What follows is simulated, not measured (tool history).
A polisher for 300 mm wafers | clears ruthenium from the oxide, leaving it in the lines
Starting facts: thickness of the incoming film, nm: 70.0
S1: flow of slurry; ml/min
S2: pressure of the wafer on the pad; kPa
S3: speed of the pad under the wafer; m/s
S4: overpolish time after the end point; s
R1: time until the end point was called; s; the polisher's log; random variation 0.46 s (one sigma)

run  hour   S1    S2    S3  S4      R1
  1     0  245  11.7  1.02  35  81.893
  2     1  245  13.8  1.02  35   68.83
  3   2.9  245  13.8  0.88  35  77.804
  4   3.8  245  13.8  0.88  38  77.854
      6.2  -- head pressure recalibrated
  5   6.2  205  13.8  0.88  38  73.186
  6  11.6  205  11.7  0.88  38  84.655
  7  15.6  190  13.8   0.9  38  71.313

What will run 8 give?
  8  24.1  180  15.2  0.9  38   ?

R1: 65.765 s

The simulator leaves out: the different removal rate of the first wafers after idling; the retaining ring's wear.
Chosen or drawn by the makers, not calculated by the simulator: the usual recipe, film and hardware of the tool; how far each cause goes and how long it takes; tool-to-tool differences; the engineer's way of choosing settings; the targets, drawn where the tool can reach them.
